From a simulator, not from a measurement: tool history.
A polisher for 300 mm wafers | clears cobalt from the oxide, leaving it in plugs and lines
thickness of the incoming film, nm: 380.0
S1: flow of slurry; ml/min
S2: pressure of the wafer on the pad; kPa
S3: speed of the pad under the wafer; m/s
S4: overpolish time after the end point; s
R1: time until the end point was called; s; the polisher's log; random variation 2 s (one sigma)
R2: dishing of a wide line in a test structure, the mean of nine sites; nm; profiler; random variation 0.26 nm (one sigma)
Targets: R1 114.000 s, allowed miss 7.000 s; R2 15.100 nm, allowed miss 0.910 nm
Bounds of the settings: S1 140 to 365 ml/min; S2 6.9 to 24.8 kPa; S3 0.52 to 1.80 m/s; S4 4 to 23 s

| run | hour | S1 | S2 | S3 | S4 | R1 | R2 |
|---|---|---|---|---|---|---|---|
| 1 | 0.0 | 235 | 15.9 | 1.16 | 12 | 58.080 | 46.816 |
| 2 | 2.6 | 235 | 15.9 | 1.16 | 8 | 59.233 | 36.860 |
| 3 | 7.1 | 235 | 15.9 | 1.32 | 8 | 52.794 | 39.474 |
| 4 | 8.8 | 235 | 15.9 | 1.32 | 4 | 51.009 | 24.176 |
| 5 | 14.1 | 235 | 13.1 | 1.32 | 4 | 61.125 | 20.941 |
| 6 | 15.4 | 235 | 13.1 | 1.32 | 4 | 63.462 | 20.735 |
| 7 | 20.8 | 235 | 11.7 | 1.28 | 4 | 70.172 | 19.105 |
| 8 | 26.4 | 235 | 10.3 | 1.24 | 4 | 82.921 | 16.584 |
| 9 | 33.1 | 235 | 9.7 | 1.22 | 4 | 87.809 | 15.332 |
| 10 | 39.3 | 235 | 9.0 | 1.20 | 5 | 97.859 | 17.219 |
| 11 | 48.2 | 235 | 8.3 | 1.20 | 5 | 103.420 | 16.409 |

4 next moves are on the table. One of them brings every result within its allowed miss. Which?
| A | 57.1 | 215 | 7.6 | 1.22 | 5 | ? | ? |
| B | 57.1 | 265 | 6.9 | 1.06 | 6 | ? | ? |
| C | 57.1 | 230 | 8.3 | 1.38 | 4 | ? | ? |
| D | 57.1 | 275 | 9.0 | 1.26 | 4 | ? | ? |

| move | R1 | R2 |
|---|---|---|
| A | 111.580 | 15.195 |
| B | 133.690 | 15.225 |
| C | 91.730 | 14.826 |
| D | 90.022 | 15.075 |
A: meets every target
B: takes the result that was furthest off past its target
C: further off than the last run
D: further off than the last run
The right move is A.
